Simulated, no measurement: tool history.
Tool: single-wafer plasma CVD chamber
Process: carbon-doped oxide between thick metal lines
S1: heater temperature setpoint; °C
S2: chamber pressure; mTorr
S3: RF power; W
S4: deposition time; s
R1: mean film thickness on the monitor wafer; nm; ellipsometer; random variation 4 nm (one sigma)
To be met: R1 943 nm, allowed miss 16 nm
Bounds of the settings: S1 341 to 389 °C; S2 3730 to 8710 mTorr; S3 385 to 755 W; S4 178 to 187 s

run    day   S1    S2   S3   S4      R1
  1      0  365  6220  570  187  1035.9
  2  0.079  365  6220  630  187  1096.8
  3  0.442  367  5900  600  186    1045
  4  0.517  370  5500  590  186    1024
  5  0.796  370  5500  590  187  1024.6
  6  1.108  372  5180  580  187  1007.9
  7   1.25  376  4640  520  186  912.95
  8   1.35  375  4770  520  186  920.68
  9  1.604  374  4860  520  186  920.34

4 next moves are on the table. One of them brings every result within its allowed miss. Which?
  A  1.858  371  4330  510  187   ?
  B  1.858  369  4730  570  178   ?
  C  1.858  378  4470  525  183   ?
  D  1.858  384  6240  515  182   ?

move      R1
   A  907.88
   B  939.63
   C  897.48
   D  913.03
A: further off than the last run
B: meets every target
C: further off than the last run
D: further off than the last run
Answer: B
